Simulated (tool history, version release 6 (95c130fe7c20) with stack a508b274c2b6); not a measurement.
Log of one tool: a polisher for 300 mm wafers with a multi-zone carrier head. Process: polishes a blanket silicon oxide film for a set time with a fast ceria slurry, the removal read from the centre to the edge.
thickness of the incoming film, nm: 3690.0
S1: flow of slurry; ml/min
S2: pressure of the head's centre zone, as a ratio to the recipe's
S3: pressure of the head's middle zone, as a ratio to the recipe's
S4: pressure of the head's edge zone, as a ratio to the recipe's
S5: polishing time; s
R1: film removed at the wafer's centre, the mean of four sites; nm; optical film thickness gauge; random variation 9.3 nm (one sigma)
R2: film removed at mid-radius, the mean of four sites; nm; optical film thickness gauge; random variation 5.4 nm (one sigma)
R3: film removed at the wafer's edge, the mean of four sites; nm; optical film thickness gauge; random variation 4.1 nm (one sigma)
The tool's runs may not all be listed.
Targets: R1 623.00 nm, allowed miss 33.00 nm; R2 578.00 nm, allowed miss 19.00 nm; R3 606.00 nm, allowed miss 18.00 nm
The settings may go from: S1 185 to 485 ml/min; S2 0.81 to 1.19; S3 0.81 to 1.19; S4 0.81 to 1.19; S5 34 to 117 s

{"run": 1, "hour": 0.0, "S1": 310, "S2": 1.0, "S3": 1.0, "S4": 1.0, "S5": 75, "R1": 831.87, "R2": 862.25, "R3": 841.28}
{"run": 2, "hour": 6.1, "S1": 245, "S2": 1.0, "S3": 1.0, "S4": 1.0, "S5": 75, "R1": 836.74, "R2": 829.41, "R3": 832.07}
{"run": 3, "hour": 8.8, "S1": 245, "S2": 1.0, "S3": 0.95, "S4": 1.0, "S5": 75, "R1": 825.17, "R2": 796.2, "R3": 821.99}
{"run": 4, "hour": 15.2, "S1": 245, "S2": 1.0, "S3": 0.95, "S4": 0.97, "S5": 75, "R1": 831.62, "R2": 795.64, "R3": 825.77}
{"run": 5, "hour": 18.7, "S1": 245, "S2": 1.01, "S3": 0.94, "S4": 0.97, "S5": 68, "R1": 731.64, "R2": 714.35, "R3": 748.66}
{"run": 6, "hour": 23.0, "S1": 245, "S2": 0.94, "S3": 0.94, "S4": 0.97, "S5": 68, "R1": 711.46, "R2": 719.39, "R3": 745.51}
{"run": 7, "hour": 26.2, "S1": 235, "S2": 0.98, "S3": 0.93, "S4": 0.94, "S5": 64, "R1": 701.03, "R2": 656.44, "R3": 688.13}
{"run": 8, "hour": 30.5, "S1": 240, "S2": 0.96, "S3": 0.92, "S4": 0.92, "S5": 62, "R1": 662.11, "R2": 637.68, "R3": 666.48}
{"run": 9, "hour": 32.6, "S1": 240, "S2": 0.96, "S3": 0.91, "S4": 0.9, "S5": 61, "R1": 651.41, "R2": 627.03, "R3": 650.8}
{"run": 10, "hour": 37.9, "S1": 235, "S2": 0.96, "S3": 0.9, "S4": 0.88, "S5": 60, "R1": 630.37, "R2": 608.91, "R3": 626.05}

Which of these 5 next moves meets every target?
{"run": "A", "hour": 43.2, "S1": 230, "S2": 0.91, "S3": 0.9, "S4": 0.88, "S5": 62, "R1": "?", "R2": "?", "R3": "?"}
{"run": "B", "hour": 43.2, "S1": 350, "S2": 0.98, "S3": 0.89, "S4": 0.9, "S5": 56, "R1": "?", "R2": "?", "R3": "?"}
{"run": "C", "hour": 43.2, "S1": 270, "S2": 0.94, "S3": 0.93, "S4": 0.81, "S5": 60, "R1": "?", "R2": "?", "R3": "?"}
{"run": "D", "hour": 43.2, "S1": 250, "S2": 0.93, "S3": 0.95, "S4": 0.87, "S5": 61, "R1": "?", "R2": "?", "R3": "?"}
{"run": "E", "hour": 43.2, "S1": 295, "S2": 0.94, "S3": 0.81, "S4": 0.97, "S5": 60, "R1": "?", "R2": "?", "R3": "?"}

move=A R1=613.56 R2=617.73 R3=646.99
move=B R1=625.90 R2=576.65 R3=609.44
move=C R1=626.19 R2=625.64 R3=613.16
move=D R1=624.04 R2=642.03 R3=637.77
move=E R1=631.90 R2=563.21 R3=667.46
A: further off than the last run
B: meets every target
C: further off than the last run
D: further off than the last run
E: brings the result that was furthest off to its target, and leaves another outside
Move B is the one to make.
